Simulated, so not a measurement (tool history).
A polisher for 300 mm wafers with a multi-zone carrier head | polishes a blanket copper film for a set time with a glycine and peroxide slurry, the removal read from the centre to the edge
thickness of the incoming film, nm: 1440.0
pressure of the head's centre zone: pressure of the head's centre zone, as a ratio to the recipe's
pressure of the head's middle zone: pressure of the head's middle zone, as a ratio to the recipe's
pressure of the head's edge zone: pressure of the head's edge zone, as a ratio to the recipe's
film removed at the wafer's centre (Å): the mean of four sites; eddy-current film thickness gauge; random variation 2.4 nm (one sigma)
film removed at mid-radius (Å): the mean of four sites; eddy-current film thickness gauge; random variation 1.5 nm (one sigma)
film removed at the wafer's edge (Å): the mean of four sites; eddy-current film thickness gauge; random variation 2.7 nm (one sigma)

run  hour  flow of slurry (ml/min)  pressure of the head's centre zone  pressure of the head's middle zone  pressure of the head's edge zone  polishing time (s)  film removed at the wafer's centre (Å)  film removed at mid-radius (Å)  film removed at the wafer's edge (Å)
  1   0.0                      270                                1.00                                1.00                              1.00                  66                                  3306.0                          3226.1                                3266.1
  2   1.4                      265                                0.98                                0.99                              0.99                  64                                  3095.9                          3140.3                                3179.3
  3   6.1                      200                                0.98                                0.99                              0.99                  64                                  2957.1                          3044.0                                3047.4
  4   8.7                      200                                0.97                                0.98                              0.98                  62                                  2839.3                          2903.1                                2960.7
  5  12.3                      195                                0.96                                0.97                              0.97                  60                                  2790.9                          2782.7                                2805.3
  6  21.3                      195                                0.96                                1.05                              0.97                  60                                  2736.4                          2900.8                                2895.4
  7  22.4                      195                                0.95                                1.03                              0.97                  59                                  2654.4                          2845.8                                2800.5
  8  31.1                      195                                0.94                                1.01                              0.97                  58                                  2603.0                          2744.3                                2721.2
  9  33.1                      190                                0.93                                0.99                              0.98                  57                                  2597.0                          2689.3                                2734.1
 10  34.0                      180                                0.83                                0.89                              0.90                  45                                  1816.8                          1976.4                                2072.9
 11  39.0                      190                                0.84                                0.89                              0.91                  45                                  1845.0                          2011.3                                2090.4
 12  43.1                      200                                0.85                                0.89                              0.92                  45                                  1891.5                          2011.9                                2086.7
 13  44.8                      205                                0.85                                0.89                              0.94                  45                                  1873.2                          1997.0                                2123.0
 14  49.7                      210                                0.86                                0.90                              0.95                  45                                  1885.7                          2037.9                                2130.3
 15  51.3                      215                                0.87                                0.90                              0.96                  45                                  1901.9                          2053.4                                2140.2
 16  55.3                      215                                0.88                                0.90                              0.97                  45                                  1926.1                          2046.9                                2154.5
 17  60.7                      220                                0.89                                0.90                              0.98                  45                                  1983.5                          2069.7                                2156.7
 18  63.4                      225                                0.89                                0.90                              0.99                  45                                  1993.9                          2092.1                                2188.2
 19  68.9                      230                                0.89                                0.90                              1.00                  45                                  2008.4                          2066.0                                2234.3

The next listed run, before its measurement:
 20  72.2                      235                                0.89                                0.90                              1.00                  45                                       ?                               ?                                     ?

film removed at the wafer's centre (Å): 2016.3
film removed at mid-radius (Å): 2078.3
film removed at the wafer's edge (Å): 2258.9
